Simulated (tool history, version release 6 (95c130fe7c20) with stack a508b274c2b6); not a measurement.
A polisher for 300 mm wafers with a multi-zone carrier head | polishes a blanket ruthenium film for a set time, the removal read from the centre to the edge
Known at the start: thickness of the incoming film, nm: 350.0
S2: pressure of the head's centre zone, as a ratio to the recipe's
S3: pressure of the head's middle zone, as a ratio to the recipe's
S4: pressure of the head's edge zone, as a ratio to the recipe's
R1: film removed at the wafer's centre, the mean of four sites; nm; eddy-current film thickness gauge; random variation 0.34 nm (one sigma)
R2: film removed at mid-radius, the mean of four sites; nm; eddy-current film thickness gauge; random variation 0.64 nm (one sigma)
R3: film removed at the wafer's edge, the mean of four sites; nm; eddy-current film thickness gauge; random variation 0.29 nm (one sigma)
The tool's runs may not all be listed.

{"run": 1, "hour": 0.0, "flow of slurry (ml/min)": 185, "S2": 1.0, "S3": 1.0, "S4": 1.0, "polishing time (s)": 52, "R1": 57.858, "R2": 57.885, "R3": 58.213}
{"run": 2, "hour": 5.1, "flow of slurry (ml/min)": 205, "S2": 1.0, "S3": 1.0, "S4": 1.0, "polishing time (s)": 52, "R1": 58.248, "R2": 61.778, "R3": 58.975}
{"run": 3, "hour": 7.3, "flow of slurry (ml/min)": 190, "S2": 0.97, "S3": 0.99, "S4": 0.97, "polishing time (s)": 51, "R1": 54.457, "R2": 56.687, "R3": 56.021}
{"run": 4, "hour": 11.6, "flow of slurry (ml/min)": 190, "S2": 0.9, "S3": 0.99, "S4": 0.97, "polishing time (s)": 51, "R1": 50.84, "R2": 56.362, "R3": 56.27}
{"run": 5, "hour": 12.1, "flow of slurry (ml/min)": 170, "S2": 0.9, "S3": 0.99, "S4": 0.97, "polishing time (s)": 51, "R1": 49.359, "R2": 56.131, "R3": 54.926}
{"run": 6, "hour": 16.5, "flow of slurry (ml/min)": 160, "S2": 0.89, "S3": 0.97, "S4": 0.94, "polishing time (s)": 51, "R1": 47.747, "R2": 56.156, "R3": 54.243}

The next listed run, before its measurement:
{"run": 7, "hour": 20.8, "flow of slurry (ml/min)": 165, "S2": 0.9, "S3": 0.95, "S4": 0.93, "polishing time (s)": 49, "R1": "?", "R2": "?", "R3": "?"}

R1: 48.057 nm
R2: 53.098 nm
R3: 52.872 nm
